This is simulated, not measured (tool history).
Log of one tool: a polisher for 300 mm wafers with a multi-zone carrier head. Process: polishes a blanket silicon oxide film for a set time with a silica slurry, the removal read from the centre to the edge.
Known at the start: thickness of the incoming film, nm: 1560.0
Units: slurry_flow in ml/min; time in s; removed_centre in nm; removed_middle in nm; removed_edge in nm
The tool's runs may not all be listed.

run	hour	slurry_flow	centre_zone	middle_zone	edge_zone	slurry_solids	time	removed_centre	removed_middle	removed_edge
1	0	195	1	1	1	1	35	136.31	136.32	141.97
2	3.8	195	1	1.09	1	1	35	135.51	145.82	139.08
3	7.6	195	1.05	1.09	1	1	35	144.53	150.89	138.68
4	13.2	195	1.05	1.09	1	1.15	35	155.04	157.58	148.71
5	20.8	195	1.04	1.05	0.97	1	35	143.11	142.01	135.87
6	27.2	185	1.01	1.03	0.93	0.95	35	132.46	134.32	129.29

The next listed run, before its measurement:
7	33.5	175	1	1	0.9	0.9	35	?	?	?

removed_centre: 127.54 nm
removed_middle: 126.52 nm
removed_edge: 124.13 nm
